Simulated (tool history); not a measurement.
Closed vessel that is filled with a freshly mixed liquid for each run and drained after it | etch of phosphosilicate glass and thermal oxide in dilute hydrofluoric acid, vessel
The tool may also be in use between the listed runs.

run,hour,temperature setpoint of the liquid (°C),parts of water to one part of 49 % hydrofluoric acid (parts by volume),time in the liquid (s),thickness taken off the phosphosilicate glass on a monitor wafer (nm),thickness taken off the thermal oxide on a monitor wafer (nm)
1,0.0,22.0,290,60,9.4994,0.68458
2,1.4,22.0,240,60,12.0070,0.94491
3,7.9,24.5,240,60,13.2370,1.04100
4,16.9,27.0,240,60,14.3970,1.17340
5,26.0,24.5,295,60,10.1570,0.80782
6,31.6,23.0,330,60,8.3195,0.67640
7,32.8,21.5,355,60,7.1784,0.55343
8,36.3,20.5,375,60,6.4342,0.49262
9,39.7,20.0,390,60,6.0813,0.49124

Run 10 comes next. What will it give?
10,48.9,19.0,400,60,?,?

Run 10 gave thickness taken off the phosphosilicate glass on a monitor wafer (nm) 5.6159, thickness taken off the thermal oxide on a monitor wafer (nm) 0.42349.
